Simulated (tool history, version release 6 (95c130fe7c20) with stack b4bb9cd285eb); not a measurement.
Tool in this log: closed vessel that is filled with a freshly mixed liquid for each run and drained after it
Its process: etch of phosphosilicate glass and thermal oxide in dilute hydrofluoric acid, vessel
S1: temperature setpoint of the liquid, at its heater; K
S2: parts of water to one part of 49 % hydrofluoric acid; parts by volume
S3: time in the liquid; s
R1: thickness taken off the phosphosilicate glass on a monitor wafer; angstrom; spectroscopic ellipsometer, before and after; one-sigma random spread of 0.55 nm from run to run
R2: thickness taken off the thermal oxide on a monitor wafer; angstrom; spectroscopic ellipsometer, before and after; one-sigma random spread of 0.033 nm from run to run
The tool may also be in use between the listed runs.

| run | hour | S1 | S2 | S3 | R1 | R2 |
|---|---|---|---|---|---|---|
| 1 | 0 | 299.15 | 45 | 60 | 1040.9 | 65.791 |
| 2 | 6.5 | 297.65 | 45 | 60 | 981.81 | 61.224 |
| 3 | 9.6 | 297.65 | 35 | 60 | 1285.5 | 80.259 |
| 4 | 17.3 | 295.65 | 40 | 60 | 1017.1 | 64.459 |
| 5 | 24.7 | 295.65 | 25 | 60 | 1666.5 | 103.96 |
| 6 | 30.6 | 294.15 | 30 | 60 | 1296.3 | 81.816 |

Expected results for the next run?
| 7 | 38.1 | 293.15 | 35 | 60 | ? | ? |

Logged for run 7: R1 1063.4 angstrom, R2 67.187 angstrom.

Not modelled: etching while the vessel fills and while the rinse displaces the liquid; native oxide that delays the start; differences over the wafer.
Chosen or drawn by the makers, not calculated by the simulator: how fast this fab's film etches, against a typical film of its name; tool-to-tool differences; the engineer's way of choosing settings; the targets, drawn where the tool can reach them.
